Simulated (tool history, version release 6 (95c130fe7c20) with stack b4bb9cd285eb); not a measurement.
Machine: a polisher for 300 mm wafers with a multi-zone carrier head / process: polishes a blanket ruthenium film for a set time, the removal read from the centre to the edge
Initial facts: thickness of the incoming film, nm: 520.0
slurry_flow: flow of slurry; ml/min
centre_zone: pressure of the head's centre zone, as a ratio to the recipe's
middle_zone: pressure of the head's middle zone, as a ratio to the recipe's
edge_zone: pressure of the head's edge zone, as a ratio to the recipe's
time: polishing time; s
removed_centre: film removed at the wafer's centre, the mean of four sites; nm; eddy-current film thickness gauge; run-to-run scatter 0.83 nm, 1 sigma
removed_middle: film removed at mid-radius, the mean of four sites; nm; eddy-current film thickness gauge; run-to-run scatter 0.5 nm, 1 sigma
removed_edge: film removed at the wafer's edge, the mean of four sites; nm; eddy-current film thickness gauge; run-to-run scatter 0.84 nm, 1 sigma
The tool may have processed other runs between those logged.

| run | hour | slurry_flow | centre_zone | middle_zone | edge_zone | time | removed_centre | removed_middle | removed_edge |
|---|---|---|---|---|---|---|---|---|---|
| 1 | 0 | 205 | 1 | 1 | 1 | 90 | 88.183 | 86.72 | 86.761 |
| 2 | 1.1 | 225 | 1 | 1 | 1 | 90 | 86.589 | 85.899 | 85.618 |
| 3 | 5.3 | 225 | 0.99 | 1 | 0.98 | 85 | 83.386 | 83.408 | 81.138 |
| 4 | 11.1 | 225 | 0.99 | 1 | 0.94 | 85 | 81.057 | 81.792 | 81.86 |
| 5 | 19.1 | 195 | 0.99 | 1 | 0.94 | 85 | 80.648 | 81.8 | 79.599 |
| 6 | 25.2 | 190 | 0.99 | 1 | 0.93 | 80 | 76.008 | 77.609 | 74.421 |
| 7 | 32.1 | 185 | 0.99 | 1 | 0.92 | 77 | 73.529 | 73.489 | 71.8 |
| 8 | 39.9 | 180 | 0.99 | 1.01 | 0.91 | 74 | 71.077 | 70.865 | 66.341 |
| 9 | 47.7 | 180 | 0.98 | 1.01 | 0.91 | 72 | 65.043 | 69.117 | 66.603 |
| 10 | 51.4 | 175 | 0.98 | 1.01 | 0.9 | 70 | 63.246 | 66.07 | 64.344 |
| 11 | 54.9 | 170 | 0.98 | 1.01 | 0.89 | 69 | 63.903 | 66.953 | 61.47 |

The next listed run, before its measurement:
| 12 | 56.1 | 170 | 0.98 | 1.01 | 0.89 | 69 | ? | ? | ? |

removed_centre: 63.453 nm
removed_middle: 66.067 nm
removed_edge: 62.341 nm
